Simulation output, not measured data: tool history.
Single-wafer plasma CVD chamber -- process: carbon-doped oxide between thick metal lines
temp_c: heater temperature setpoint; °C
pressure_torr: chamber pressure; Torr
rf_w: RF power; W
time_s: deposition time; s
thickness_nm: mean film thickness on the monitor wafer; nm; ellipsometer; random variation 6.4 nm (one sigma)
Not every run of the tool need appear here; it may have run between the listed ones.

run    day  temp_c  pressure_torr  rf_w  time_s  thickness_nm
  1  0.000     370           4.13   490     279        1188.6
  2  0.338     370           4.13   450     279        1103.9
  3  0.504     368           4.41   470     279        1160.9
  4  0.758     368           4.41   405     279        1027.4
  5  1.096     368           4.41   405     279        1025.0
  6  1.225     368           4.92   405     279        1046.3
  7  1.254     367           5.08   435     280        1115.5
  8  1.308     366           5.21   460     280        1178.5

Predict the results of run 9:
  9  1.529     365           5.34   475     280             ?

thickness_nm: 1215.7 nm

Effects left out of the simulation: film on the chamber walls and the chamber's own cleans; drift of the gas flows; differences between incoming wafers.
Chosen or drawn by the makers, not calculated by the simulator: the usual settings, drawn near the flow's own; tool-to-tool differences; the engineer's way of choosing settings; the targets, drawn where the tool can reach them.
